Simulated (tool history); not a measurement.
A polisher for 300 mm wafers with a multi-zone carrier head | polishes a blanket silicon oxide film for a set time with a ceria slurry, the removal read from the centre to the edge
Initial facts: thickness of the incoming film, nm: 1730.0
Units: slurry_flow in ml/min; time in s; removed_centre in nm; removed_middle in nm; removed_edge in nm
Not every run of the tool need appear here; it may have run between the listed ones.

| run | hour | slurry_flow | centre_zone | middle_zone | edge_zone | time | removed_centre | removed_middle | removed_edge |
|---|---|---|---|---|---|---|---|---|---|
| 1 | 0.0 | 180 | 1.00 | 1.00 | 1.00 | 50 | 221.38 | 223.76 | 232.52 |
| 2 | 2.1 | 175 | 0.97 | 0.98 | 0.96 | 47 | 202.52 | 208.69 | 213.25 |
| 3 | 7.3 | 175 | 0.97 | 0.90 | 0.96 | 47 | 200.96 | 197.19 | 215.41 |
| 4 | 11.2 | 135 | 0.97 | 0.90 | 0.96 | 47 | 181.33 | 176.72 | 204.12 |
| 5 | 12.3 | 135 | 0.97 | 0.90 | 0.91 | 47 | 181.68 | 183.24 | 193.44 |
| 6 | 19.9 | 130 | 0.95 | 0.88 | 0.89 | 46 | 169.43 | 172.23 | 193.74 |
| 7 | 22.1 | 125 | 0.95 | 0.89 | 0.87 | 45 | 161.95 | 166.97 | 178.26 |
| 8 | 29.3 | 120 | 0.95 | 0.89 | 0.86 | 45 | 160.19 | 162.30 | 179.74 |
| 9 | 34.6 | 120 | 0.95 | 0.89 | 0.86 | 45 | 158.97 | 162.09 | 177.17 |
| 10 | 38.6 | 120 | 0.95 | 0.90 | 0.85 | 45 | 159.08 | 162.17 | 181.25 |
|  | 44.5 | slurry nozzle cleaned |
| 11 | 44.5 | 125 | 0.95 | 0.93 | 0.84 | 44 | 195.33 | 199.50 | 192.02 |
| 12 | 45.8 | 125 | 0.93 | 0.92 | 0.84 | 43 | 186.40 | 185.69 | 193.09 |
| 13 | 51.2 | 120 | 0.97 | 0.91 | 0.86 | 46 | 204.97 | 197.69 | 208.52 |

Expected results for the next run?
| 14 | 53.7 | 120 | 0.87 | 0.92 | 0.83 | 36 | ? | ? | ? |

Run 14 came out at removed_centre 148.13 nm, removed_middle 158.86 nm, removed_edge 159.16 nm.
